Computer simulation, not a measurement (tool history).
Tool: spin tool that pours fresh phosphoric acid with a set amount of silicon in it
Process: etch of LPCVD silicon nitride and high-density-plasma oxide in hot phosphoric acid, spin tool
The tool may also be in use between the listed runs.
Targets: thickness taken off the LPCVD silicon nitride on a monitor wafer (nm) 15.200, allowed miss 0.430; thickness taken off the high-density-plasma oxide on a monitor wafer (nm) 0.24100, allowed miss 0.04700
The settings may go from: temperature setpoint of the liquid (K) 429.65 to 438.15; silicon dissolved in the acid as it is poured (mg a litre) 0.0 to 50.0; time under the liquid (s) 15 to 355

run,hour,temperature setpoint of the liquid (K),silicon dissolved in the acid as it is poured (mg a litre),time under the liquid (s),thickness taken off the LPCVD silicon nitride on a monitor wafer (nm),thickness taken off the high-density-plasma oxide on a monitor wafer (nm)
1,0.0,433.15,24.0,180,17.095,0.34245
2,1.4,432.65,24.5,180,16.666,0.35885
3,5.1,432.15,26.5,180,16.505,0.34938
4,12.1,432.15,26.5,215,19.820,0.40707
5,21.0,433.15,26.5,215,20.394,0.44913
6,29.0,432.65,28.0,205,19.217,0.37391
7,30.1,432.15,29.0,200,18.697,0.33237
8,34.1,431.65,29.0,195,17.382,0.30916
9,38.9,431.15,29.0,195,17.279,0.26747
10,43.0,431.15,28.0,190,17.093,0.32283
11,46.8,431.15,29.0,185,16.534,0.24410
12,55.9,431.15,28.0,185,16.693,0.30024
13,63.3,431.15,28.5,180,16.084,0.30027
14,66.2,431.15,28.5,180,16.245,0.29197
15,67.9,431.15,29.0,180,15.751,0.25662

Which of these 5 next moves meets every target?
A,69.6,433.65,41.5,150,?,?
B,69.6,433.15,14.0,145,?,?
C,69.6,430.15,18.0,175,?,?
D,69.6,430.65,30.0,175,?,?
E,69.6,431.65,28.5,155,?,?

move,thickness taken off the LPCVD silicon nitride on a monitor wafer (nm),thickness taken off the high-density-plasma oxide on a monitor wafer (nm)
A,14.612,0.13971
B,13.890,0.39527
C,15.146,0.34417
D,15.406,0.24144
E,14.116,0.24428
A: takes the result that was furthest off past its target
B: takes the result that was furthest off past its target
C: brings the result that was furthest off to its target, and leaves another outside
D: meets every target
E: takes the result that was furthest off past its target
Answer: D
